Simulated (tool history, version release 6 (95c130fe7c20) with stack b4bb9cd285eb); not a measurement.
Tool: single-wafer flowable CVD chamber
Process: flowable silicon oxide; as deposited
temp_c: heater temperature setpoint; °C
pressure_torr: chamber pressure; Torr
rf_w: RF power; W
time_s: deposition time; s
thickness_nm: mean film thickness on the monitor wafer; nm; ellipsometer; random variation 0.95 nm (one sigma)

| run | hour | temp_c | pressure_torr | rf_w | time_s | thickness_nm |
|---|---|---|---|---|---|---|
| 1 | 0 | 90 | 0.946 | 2450 | 505 | 545.59 |
| 2 | 7.3 | 92 | 0.941 | 2450 | 505 | 500.54 |
| 3 | 15.3 | 92 | 0.941 | 2450 | 480 | 480.78 |
| 4 | 17 | 92 | 1.007 | 2450 | 480 | 509.33 |
| 5 | 20.2 | 92 | 1.095 | 2450 | 480 | 551.35 |
| 6 | 26.8 | 94 | 1.084 | 2445 | 480 | 511.34 |
| 7 | 32.8 | 96 | 1.076 | 2445 | 480 | 476.67 |
| 8 | 35.5 | 98 | 1.067 | 2445 | 480 | 441.1 |
| 9 | 39.5 | 100 | 1.06 | 2445 | 480 | 408.21 |
| 10 | 42 | 101 | 1.055 | 2445 | 480 | 394.82 |
| 11 | 48.4 | 102 | 1.049 | 2445 | 480 | 377.06 |
| 12 | 51.1 | 103 | 1.045 | 2445 | 480 | 362.64 |
| 13 | 52.3 | 104 | 1.042 | 2445 | 480 | 350.05 |
| 14 | 58.6 | 105 | 1.039 | 2445 | 480 | 336.77 |
| 15 | 63.1 | 106 | 1.037 | 2445 | 480 | 326.56 |
| 16 | 71.5 | 107 | 1.034 | 2445 | 480 | 314.63 |
| 17 | 75.5 | 108 | 1.031 | 2445 | 480 | 302.35 |

Forecast run 18:
| 18 | 83.2 | 109 | 1.029 | 2445 | 480 | ? |

{"run 18": {"thickness_nm": 291.17}}
